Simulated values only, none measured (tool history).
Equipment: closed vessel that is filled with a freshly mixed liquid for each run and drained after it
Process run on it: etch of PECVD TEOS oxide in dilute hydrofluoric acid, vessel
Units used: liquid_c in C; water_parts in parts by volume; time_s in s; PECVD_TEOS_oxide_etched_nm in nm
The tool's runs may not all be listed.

| run | hour | liquid_c | water_parts | time_s | PECVD_TEOS_oxide_etched_nm |
|---|---|---|---|---|---|
| 1 | 0 | 25 | 185 | 115 | 7.9882 |
| 2 | 5.6 | 25 | 215 | 115 | 6.6166 |
| 3 | 12.3 | 25 | 215 | 115 | 6.5799 |
| 4 | 20.8 | 27 | 215 | 115 | 7.1121 |
| 5 | 29.1 | 24.5 | 215 | 115 | 6.5175 |
| 6 | 34 | 23.5 | 215 | 115 | 6.2773 |
| 7 | 34.8 | 23 | 215 | 115 | 6.2182 |

Run 8 comes next. What will it give?
| 8 | 41.6 | 22.5 | 215 | 115 | ? |

For run 8 the tool returned PECVD_TEOS_oxide_etched_nm 5.9731 nm.

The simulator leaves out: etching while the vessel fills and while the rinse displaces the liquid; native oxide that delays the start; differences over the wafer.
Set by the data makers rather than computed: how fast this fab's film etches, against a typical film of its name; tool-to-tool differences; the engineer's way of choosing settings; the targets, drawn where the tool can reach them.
